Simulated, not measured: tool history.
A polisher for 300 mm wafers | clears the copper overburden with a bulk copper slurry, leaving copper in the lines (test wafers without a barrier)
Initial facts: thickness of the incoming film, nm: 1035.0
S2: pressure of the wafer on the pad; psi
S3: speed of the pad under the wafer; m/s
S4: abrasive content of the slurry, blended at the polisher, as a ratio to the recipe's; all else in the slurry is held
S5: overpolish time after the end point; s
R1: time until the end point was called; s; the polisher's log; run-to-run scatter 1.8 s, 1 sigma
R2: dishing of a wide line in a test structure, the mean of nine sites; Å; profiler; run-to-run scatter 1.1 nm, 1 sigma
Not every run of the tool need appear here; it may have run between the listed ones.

run 1 hour=0.0 | flow_of_slurry_(ml/min)=260 S2=2.1 S3=1.1 S4=1.0 S5=26 | R1=147.00 R2=613.83
run 2 hour=6.7 | flow_of_slurry_(ml/min)=260 S2=1.9 S3=1.1 S4=1.0 S5=26 | R1=162.31 R2=599.40
run 3 hour=8.8 | flow_of_slurry_(ml/min)=260 S2=1.8 S3=1.1 S4=1.0 S5=25 | R1=170.05 R2=580.86
run 4 hour=13.2 | flow_of_slurry_(ml/min)=260 S2=1.7 S3=1.1 S4=1.0 S5=25 | R1=175.23 R2=570.50
run 5 hour=16.0 | flow_of_slurry_(ml/min)=260 S2=1.7 S3=1.1 S4=1.1 S5=25 | R1=172.37 R2=549.06
run 6 hour=24.3 | flow_of_slurry_(ml/min)=260 S2=1.6 S3=1.1 S4=1.1 S5=26 | R1=180.03 R2=568.95
run 7 hour=26.0 | flow_of_slurry_(ml/min)=260 S2=1.5 S3=1.1 S4=1.1 S5=26 | R1=194.74 R2=539.71
run 8 hour=35.0 | flow_of_slurry_(ml/min)=255 S2=1.4 S3=1.1 S4=1.1 S5=27 | R1=206.79 R2=515.36
run 9 hour=39.8 | flow_of_slurry_(ml/min)=250 S2=1.4 S3=1.1 S4=1.1 S5=28 | R1=208.45 R2=536.04

What does the tool deliver on the next run?
run 10 hour=46.0 | flow_of_slurry_(ml/min)=240 S2=1.4 S3=1.1 S4=1.1 S5=28 | R1=? R2=?

R1: 210.84 s
R2: 542.63 Å
